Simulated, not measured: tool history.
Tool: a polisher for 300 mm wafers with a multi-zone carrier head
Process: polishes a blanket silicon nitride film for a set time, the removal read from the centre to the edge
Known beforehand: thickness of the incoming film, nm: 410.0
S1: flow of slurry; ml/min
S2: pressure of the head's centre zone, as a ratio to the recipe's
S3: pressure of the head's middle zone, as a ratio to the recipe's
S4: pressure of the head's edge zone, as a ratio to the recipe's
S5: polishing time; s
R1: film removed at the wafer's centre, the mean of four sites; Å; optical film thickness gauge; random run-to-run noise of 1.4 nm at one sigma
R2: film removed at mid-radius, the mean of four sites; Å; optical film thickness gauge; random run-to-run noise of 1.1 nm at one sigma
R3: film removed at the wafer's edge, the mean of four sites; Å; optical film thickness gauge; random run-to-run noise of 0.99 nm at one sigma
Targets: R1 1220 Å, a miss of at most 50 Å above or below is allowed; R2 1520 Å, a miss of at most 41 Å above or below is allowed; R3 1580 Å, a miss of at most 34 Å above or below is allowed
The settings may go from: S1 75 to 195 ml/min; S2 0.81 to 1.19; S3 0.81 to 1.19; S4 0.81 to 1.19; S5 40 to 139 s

run,hour,S1,S2,S3,S4,S5,R1,R2,R3
1,0,125,1,1,1,89,1333.5,1360.6,1330.9
2,7.6,135,0.96,1,1.04,89,1306.4,1379.9,1374.6
3,12.9,150,0.96,1,1.04,89,1314.6,1412.6,1397.3
4,15.3,150,0.96,1,0.95,89,1326.8,1409.2,1331.3
5,20.5,150,1.02,1,0.95,89,1419.4,1414.2,1328.4
6,29.3,150,1.09,1,0.95,89,1555.5,1402.5,1318.8
7,35.1,180,0.99,0.99,1.05,91,1423.8,1501.2,1443.1
8,40.7,180,0.96,0.99,1.08,91,1439.6,1470.9,1473.7
9,44.6,145,0.86,1.09,1.18,103,1401.9,1749.6,1725.2
10,45.5,110,0.84,1.05,1.15,102,1237.6,1590.6,1615.7

Which single option among these 4 for the next run brings every result within its allowed miss of target? Just one does.
A,46.4,95,0.86,1.05,1.18,103,?,?,?
B,46.4,105,0.83,1.03,1.19,107,?,?,?
C,46.4,100,0.81,1.05,1.17,108,?,?,?
D,46.4,100,0.81,0.94,1.19,110,?,?,?

move,R1,R2,R3
A,1221.7,1533.1,1598.5
B,1265.7,1612.9,1701.4
C,1227.1,1632.5,1685.8
D,1248.9,1514.5,1734.9
A: each result inside its tolerance
B: lands further from the targets than the last run did
C: lands further from the targets than the last run did
D: brings the result that was furthest off to its target, and leaves another outside
Go with A: it meets all targets.
